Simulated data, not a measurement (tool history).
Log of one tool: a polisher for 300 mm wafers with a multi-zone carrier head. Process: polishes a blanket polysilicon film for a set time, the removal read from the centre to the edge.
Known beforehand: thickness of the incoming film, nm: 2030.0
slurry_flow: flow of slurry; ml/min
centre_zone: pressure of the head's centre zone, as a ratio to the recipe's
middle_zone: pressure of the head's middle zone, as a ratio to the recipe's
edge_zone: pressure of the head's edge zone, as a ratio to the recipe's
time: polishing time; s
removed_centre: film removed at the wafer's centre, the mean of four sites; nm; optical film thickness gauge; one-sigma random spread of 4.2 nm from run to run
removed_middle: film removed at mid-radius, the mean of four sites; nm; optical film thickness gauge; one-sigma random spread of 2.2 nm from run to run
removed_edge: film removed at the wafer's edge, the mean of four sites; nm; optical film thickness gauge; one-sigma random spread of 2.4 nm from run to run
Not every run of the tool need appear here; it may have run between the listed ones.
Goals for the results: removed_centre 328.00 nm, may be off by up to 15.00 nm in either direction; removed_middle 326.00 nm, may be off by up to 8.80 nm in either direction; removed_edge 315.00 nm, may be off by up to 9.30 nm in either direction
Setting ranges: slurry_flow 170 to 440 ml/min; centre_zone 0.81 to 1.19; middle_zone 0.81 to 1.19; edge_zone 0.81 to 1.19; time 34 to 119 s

run,hour,slurry_flow,centre_zone,middle_zone,edge_zone,time,removed_centre,removed_middle,removed_edge
1,0.0,280,1.00,1.00,1.00,76,395.68,409.03,409.26
2,2.8,280,1.00,0.98,0.95,71,379.01,378.60,374.38
3,6.9,280,1.00,0.98,1.00,71,378.19,378.69,382.79
4,8.3,275,0.99,0.97,0.95,68,351.32,355.67,359.71
5,10.5,270,1.00,0.97,0.91,66,345.39,348.66,339.54
6,15.2,270,1.00,1.02,0.91,66,342.32,360.94,337.77
7,20.1,255,1.00,1.00,0.89,65,338.99,349.84,329.28
8,27.4,245,1.00,0.98,0.87,65,334.18,339.74,319.35

Of the 5 settings listed for the next run, only one would bring every result within its allowed miss of target. Which one?
A,34.7,225,0.99,0.96,0.87,64,?,?,?
B,34.7,210,1.14,1.00,0.81,65,?,?,?
C,34.7,335,1.07,1.07,0.83,62,?,?,?
D,34.7,255,0.97,1.07,0.83,66,?,?,?
E,34.7,255,0.97,0.99,0.81,66,?,?,?

move,removed_centre,removed_middle,removed_edge
A,321.38,323.49,313.84
B,356.97,336.25,306.20
C,346.83,359.95,308.02
D,333.28,372.06,320.56
E,333.09,348.35,317.50
A: all results in spec
B: the biggest miss grows against the last run
C: the biggest miss grows against the last run
D: the biggest miss grows against the last run
E: the biggest miss grows against the last run
Correct choice: A, which meets every target
